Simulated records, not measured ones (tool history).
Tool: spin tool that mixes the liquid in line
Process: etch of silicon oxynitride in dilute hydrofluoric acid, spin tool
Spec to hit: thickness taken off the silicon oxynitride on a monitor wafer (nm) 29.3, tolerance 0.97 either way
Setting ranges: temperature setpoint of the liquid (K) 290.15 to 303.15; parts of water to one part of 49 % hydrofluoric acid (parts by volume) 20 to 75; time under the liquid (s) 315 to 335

| run | hour | temperature setpoint of the liquid (K) | parts of water to one part of 49 % hydrofluoric acid (parts by volume) | time under the liquid (s) | thickness taken off the silicon oxynitride on a monitor wafer (nm) |
|---|---|---|---|---|---|
| 1 | 0 | 295.15 | 45 | 315 | 16.765 |
| 2 | 2.3 | 296.65 | 45 | 315 | 18.399 |
| 3 | 6.5 | 295.15 | 45 | 315 | 16.999 |
| 4 | 10.2 | 296.65 | 45 | 315 | 18.383 |
| 5 | 11.1 | 296.65 | 50 | 315 | 16.132 |
| 6 | 13.1 | 298.15 | 50 | 315 | 17.522 |
| 7 | 20.4 | 299.15 | 50 | 315 | 18.397 |
|  | 24.9 | thermometer replaced |
| 8 | 24.9 | 299.65 | 50 | 315 | 17.02 |
| 9 | 29.1 | 300.15 | 45 | 315 | 19.589 |
| 10 | 29.8 | 300.65 | 40 | 315 | 22.793 |

5 candidate next runs follow, results not yet known. Just one meets every target within its allowed miss. Identify it.
| A | 30.5 | 301.15 | 30 | 315 | ? |
| B | 30.5 | 299.15 | 30 | 330 | ? |
| C | 30.5 | 301.15 | 35 | 330 | ? |
| D | 30.5 | 301.15 | 35 | 320 | ? |
| E | 30.5 | 298.15 | 25 | 315 | ? |

| move | thickness taken off the silicon oxynitride on a monitor wafer (nm) |
|---|---|
| A | 31.167 |
| B | 29.638 |
| C | 27.871 |
| D | 27.027 |
| E | 32.427 |
A: carries the result that was furthest off beyond its target, to the other side
B: every result within its allowed miss
C: better than the last run, though not everything is in spec
D: better than the last run, though not everything is in spec
E: carries the result that was furthest off beyond its target, to the other side
Answer: B
